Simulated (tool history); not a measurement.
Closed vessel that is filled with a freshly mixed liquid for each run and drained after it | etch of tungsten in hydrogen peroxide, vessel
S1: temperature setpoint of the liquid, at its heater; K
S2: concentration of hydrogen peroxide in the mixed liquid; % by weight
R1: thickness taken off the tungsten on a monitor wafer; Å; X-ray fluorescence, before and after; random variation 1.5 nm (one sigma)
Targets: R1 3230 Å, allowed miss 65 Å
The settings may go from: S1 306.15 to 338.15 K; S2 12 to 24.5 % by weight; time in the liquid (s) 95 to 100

{"run": 1, "hour": 0.0, "S1": 322.15, "S2": 16.5, "time in the liquid (s)": 95, "R1": 1769.8}
{"run": 2, "hour": 3.6, "S1": 324.65, "S2": 16.5, "time in the liquid (s)": 95, "R1": 2036.7}
{"run": 3, "hour": 9.3, "S1": 326.65, "S2": 16.5, "time in the liquid (s)": 95, "R1": 2314.2}
{"run": 4, "hour": 18.0, "S1": 328.15, "S2": 16.5, "time in the liquid (s)": 95, "R1": 2516.2}
{"run": 5, "hour": 26.4, "S1": 328.15, "S2": 18.5, "time in the liquid (s)": 95, "R1": 2670.4}
{"run": 6, "hour": 35.5, "S1": 328.15, "S2": 18.5, "time in the liquid (s)": 100, "R1": 2831.3}
{"run": 7, "hour": 43.0, "S1": 328.65, "S2": 18.5, "time in the liquid (s)": 100, "R1": 2898}
{"run": 8, "hour": 44.2, "S1": 329.15, "S2": 18.5, "time in the liquid (s)": 100, "R1": 2995.9}
{"run": 9, "hour": 53.4, "S1": 329.65, "S2": 18.5, "time in the liquid (s)": 100, "R1": 3072.3}

4 next moves are on the table. One of them brings every result within its allowed miss. Which?
{"run": "A", "hour": 62.6, "S1": 330.65, "S2": 18, "time in the liquid (s)": 95, "R1": "?"}
{"run": "B", "hour": 62.6, "S1": 331.15, "S2": 14, "time in the liquid (s)": 100, "R1": "?"}
{"run": "C", "hour": 62.6, "S1": 330.15, "S2": 19, "time in the liquid (s)": 100, "R1": "?"}
{"run": "D", "hour": 62.6, "S1": 331.65, "S2": 19.5, "time in the liquid (s)": 95, "R1": "?"}

move=A R1=3058.4
move=B R1=2923.3
move=C R1=3212.3
move=D R1=3374
A: further off than the last run
B: further off than the last run
C: meets every target
D: takes the result that was furthest off past its target
The right move is C.
